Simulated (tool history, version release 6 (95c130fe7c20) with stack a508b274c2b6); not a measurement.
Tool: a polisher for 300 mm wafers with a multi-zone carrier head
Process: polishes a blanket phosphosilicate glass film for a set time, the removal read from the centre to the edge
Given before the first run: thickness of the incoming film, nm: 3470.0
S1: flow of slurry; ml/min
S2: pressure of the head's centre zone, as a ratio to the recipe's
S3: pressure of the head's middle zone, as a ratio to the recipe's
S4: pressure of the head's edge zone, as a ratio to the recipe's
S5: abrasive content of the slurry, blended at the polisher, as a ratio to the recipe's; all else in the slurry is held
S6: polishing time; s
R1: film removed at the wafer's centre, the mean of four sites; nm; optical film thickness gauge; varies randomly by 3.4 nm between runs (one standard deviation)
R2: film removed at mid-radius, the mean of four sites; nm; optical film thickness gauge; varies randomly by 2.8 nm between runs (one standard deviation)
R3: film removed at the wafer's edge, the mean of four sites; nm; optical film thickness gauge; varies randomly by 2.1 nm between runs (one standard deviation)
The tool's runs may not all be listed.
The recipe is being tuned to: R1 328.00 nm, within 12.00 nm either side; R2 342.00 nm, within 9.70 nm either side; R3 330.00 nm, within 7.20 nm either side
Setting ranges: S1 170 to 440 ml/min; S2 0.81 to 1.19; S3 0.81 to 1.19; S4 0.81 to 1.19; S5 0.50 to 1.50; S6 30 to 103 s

{"run": 1, "hour": 0.0, "S1": 280, "S2": 1.0, "S3": 1.0, "S4": 1.0, "S5": 1.0, "S6": 66, "R1": 520.62, "R2": 529.11, "R3": 555.31}
{"run": 2, "hour": 7.1, "S1": 350, "S2": 1.0, "S3": 1.0, "S4": 1.0, "S5": 1.0, "S6": 66, "R1": 545.71, "R2": 539.92, "R3": 562.08}
{"run": 3, "hour": 8.2, "S1": 360, "S2": 0.98, "S3": 1.0, "S4": 0.95, "S5": 0.85, "S6": 61, "R1": 462.24, "R2": 475.14, "R3": 478.53}
{"run": 4, "hour": 13.7, "S1": 360, "S2": 0.98, "S3": 1.0, "S4": 0.95, "S5": 0.85, "S6": 49, "R1": 367.83, "R2": 381.27, "R3": 390.83}
{"run": 5, "hour": 22.4, "S1": 360, "S2": 1.06, "S3": 1.0, "S4": 0.95, "S5": 0.85, "S6": 49, "R1": 401.8, "R2": 377.06, "R3": 388.14}
{"run": 6, "hour": 26.1, "S1": 360, "S2": 1.15, "S3": 1.0, "S4": 0.95, "S5": 0.85, "S6": 49, "R1": 434.71, "R2": 382.28, "R3": 387.74}
{"run": 7, "hour": 29.4, "S1": 340, "S2": 1.09, "S3": 1.0, "S4": 0.91, "S5": 0.8, "S6": 49, "R1": 402.86, "R2": 369.57, "R3": 367.71}
{"run": 8, "hour": 33.3, "S1": 340, "S2": 1.09, "S3": 1.0, "S4": 0.91, "S5": 0.8, "S6": 49, "R1": 397.98, "R2": 370.37, "R3": 371.61}
{"hour": 41.9, "done": "edge zone pressure recalibrated"}
{"run": 9, "hour": 41.9, "S1": 320, "S2": 1.06, "S3": 1.0, "S4": 0.88, "S5": 0.75, "S6": 49, "R1": 383.79, "R2": 358.04, "R3": 345.52}
{"run": 10, "hour": 47.1, "S1": 295, "S2": 1.01, "S3": 1.0, "S4": 0.88, "S5": 0.75, "S6": 49, "R1": 361.39, "R2": 358.13, "R3": 339.56}
{"run": 11, "hour": 51.5, "S1": 280, "S2": 0.98, "S3": 0.99, "S4": 0.89, "S5": 0.75, "S6": 49, "R1": 349.65, "R2": 357.16, "R3": 343.51}
{"run": 12, "hour": 58.2, "S1": 265, "S2": 0.97, "S3": 0.98, "S4": 0.89, "S5": 0.75, "S6": 49, "R1": 349.41, "R2": 345.99, "R3": 340.32}
{"run": 13, "hour": 65.3, "S1": 255, "S2": 0.95, "S3": 0.98, "S4": 0.89, "S5": 0.75, "S6": 49, "R1": 332.74, "R2": 349.23, "R3": 341.52}
{"run": 14, "hour": 69.6, "S1": 255, "S2": 0.95, "S3": 0.98, "S4": 0.89, "S5": 0.75, "S6": 49, "R1": 338.02, "R2": 351.6, "R3": 340.5}

Of the 4 settings listed for the next run, only one would bring every result within its allowed miss of target. Which one?
{"run": "A", "hour": 73.9, "S1": 270, "S2": 0.93, "S3": 1.03, "S4": 1.02, "S5": 0.95, "S6": 45, "R1": "?", "R2": "?", "R3": "?"}
{"run": "B", "hour": 73.9, "S1": 255, "S2": 0.95, "S3": 1.02, "S4": 0.86, "S5": 0.75, "S6": 49, "R1": "?", "R2": "?", "R3": "?"}
{"run": "C", "hour": 73.9, "S1": 340, "S2": 0.99, "S3": 1.03, "S4": 0.98, "S5": 0.7, "S6": 49, "R1": "?", "R2": "?", "R3": "?"}
{"run": "D", "hour": 73.9, "S1": 190, "S2": 0.99, "S3": 1.03, "S4": 0.93, "S5": 0.5, "S6": 55, "R1": "?", "R2": "?", "R3": "?"}

move=A R1=326.84 R2=361.41 R3=363.56
move=B R1=333.97 R2=358.80 R3=336.40
move=C R1=349.64 R2=362.15 R3=355.80
move=D R1=330.22 R2=344.20 R3=334.36
A: misses by more than the last run did
B: the furthest-off result lands on target, but another misses its tolerance
C: misses by more than the last run did
D: in spec on every target
Move D is the one to make.
